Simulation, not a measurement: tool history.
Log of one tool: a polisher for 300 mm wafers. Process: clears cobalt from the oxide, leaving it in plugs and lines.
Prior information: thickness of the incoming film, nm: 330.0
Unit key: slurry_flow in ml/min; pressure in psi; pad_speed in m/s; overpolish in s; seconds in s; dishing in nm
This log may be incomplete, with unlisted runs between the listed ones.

run	hour	slurry_flow	pressure	pad_speed	overpolish	seconds	dishing
1	0.0	260	1.9	0.90	11	74.193	36.445
2	5.0	260	2.0	0.90	9	72.292	31.148
3	9.2	260	2.0	0.90	7	74.068	26.070
4	15.8	260	2.1	0.90	7	69.560	27.891
5	22.0	320	2.1	0.90	7	67.720	27.788
6	22.8	320	2.1	0.90	11	67.282	39.770
7	26.2	320	2.1	0.90	10	67.047	37.004
8	32.6	320	2.1	0.90	4	66.951	17.329

Expected results for the next run?
9	34.1	320	2.2	0.90	7	?	?

{"run 9": {"seconds": 64.039, "dishing": 29.291}}
